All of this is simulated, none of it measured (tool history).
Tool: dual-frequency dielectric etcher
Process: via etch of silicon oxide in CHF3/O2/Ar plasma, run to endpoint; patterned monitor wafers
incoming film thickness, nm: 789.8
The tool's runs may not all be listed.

run	hour	source power (kW)	bias power (kW)	endpoint time (s)
1	0	0.5	0.145	444.81
2	2.9	0.45	0.141	473.08
3	6.3	0.45	0.153	455.13
4	13.7	0.49	0.153	442.74
5	15.6	0.42	0.153	471.99
6	22	0.4	0.151	482.99
7	29.3	0.4	0.151	486.11
8	34.1	0.39	0.15	493.06
9	43.3	0.38	0.149	496.58
10	49.8	0.34	0.146	527.28

The next listed run, before its measurement:
11	56	0.35	0.146	?

endpoint time (s): 525.08

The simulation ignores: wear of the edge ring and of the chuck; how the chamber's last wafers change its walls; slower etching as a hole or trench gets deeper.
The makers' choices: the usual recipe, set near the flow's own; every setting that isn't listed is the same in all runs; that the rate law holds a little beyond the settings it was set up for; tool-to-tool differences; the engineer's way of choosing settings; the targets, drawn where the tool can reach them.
